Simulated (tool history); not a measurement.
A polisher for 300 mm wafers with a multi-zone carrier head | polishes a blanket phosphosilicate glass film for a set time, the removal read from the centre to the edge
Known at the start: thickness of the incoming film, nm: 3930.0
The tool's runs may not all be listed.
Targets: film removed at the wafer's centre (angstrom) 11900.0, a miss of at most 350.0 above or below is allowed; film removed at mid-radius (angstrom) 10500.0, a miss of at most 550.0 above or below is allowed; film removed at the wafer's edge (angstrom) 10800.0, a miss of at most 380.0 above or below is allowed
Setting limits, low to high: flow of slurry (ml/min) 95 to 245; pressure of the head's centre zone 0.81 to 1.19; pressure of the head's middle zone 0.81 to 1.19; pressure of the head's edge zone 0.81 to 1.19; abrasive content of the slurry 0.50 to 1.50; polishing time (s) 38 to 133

| run | hour | flow of slurry (ml/min) | pressure of the head's centre zone | pressure of the head's middle zone | pressure of the head's edge zone | abrasive content of the slurry | polishing time (s) | film removed at the wafer's centre (angstrom) | film removed at mid-radius (angstrom) | film removed at the wafer's edge (angstrom) |
|---|---|---|---|---|---|---|---|---|---|---|
| 1 | 0.0 | 155 | 1.00 | 1.00 | 1.00 | 1.00 | 85 | 8967.1 | 9024.4 | 9244.5 |
| 2 | 3.9 | 155 | 1.00 | 1.00 | 1.00 | 1.00 | 66 | 7060.7 | 6850.9 | 7294.2 |
| 3 | 9.5 | 175 | 1.05 | 1.03 | 1.04 | 1.15 | 68 | 8386.4 | 7994.2 | 8352.9 |
| 4 | 12.9 | 190 | 1.09 | 1.05 | 1.07 | 1.25 | 68 | 9165.8 | 8239.6 | 8662.9 |
| 5 | 17.5 | 195 | 1.10 | 1.07 | 1.08 | 1.35 | 71 | 9974.5 | 9278.7 | 9569.4 |
|  | 25.3 | edge zone pressure recalibrated |
| 6 | 25.3 | 195 | 1.07 | 1.07 | 1.08 | 1.35 | 71 | 9613.5 | 9391.0 | 9171.8 |
| 7 | 26.7 | 190 | 1.10 | 1.08 | 1.09 | 1.40 | 73 | 10345.0 | 9873.0 | 9577.4 |
| 8 | 29.5 | 205 | 1.11 | 1.07 | 1.10 | 1.45 | 74 | 10827.0 | 10193.0 | 9728.4 |
| 9 | 37.0 | 185 | 1.13 | 1.07 | 1.13 | 1.45 | 76 | 11198.0 | 9822.7 | 10220.0 |

Which one of the following 4 next-run settings gets every result inside its allowed miss? There is exactly one.
| A | 44.5 | 115 | 1.08 | 1.01 | 1.19 | 1.20 | 93 | ? | ? | ? |
| B | 44.5 | 160 | 1.02 | 1.09 | 1.10 | 1.25 | 88 | ? | ? | ? |
| C | 44.5 | 170 | 1.07 | 1.03 | 1.12 | 1.40 | 81 | ? | ? | ? |
| D | 44.5 | 195 | 1.16 | 1.06 | 1.16 | 1.30 | 82 | ? | ? | ? |

| move | film removed at the wafer's centre (angstrom) | film removed at mid-radius (angstrom) | film removed at the wafer's edge (angstrom) |
|---|---|---|---|
| A | 10805.0 | 10139.0 | 11175.0 |
| B | 10742.0 | 11273.0 | 10910.0 |
| C | 10976.0 | 10446.0 | 10685.0 |
| D | 12029.0 | 10778.0 | 10890.0 |
A: the biggest miss grows against the last run
B: the biggest miss grows against the last run
C: the biggest miss grows against the last run
D: all results in spec
So the answer is move D, the one that meets all the targets.
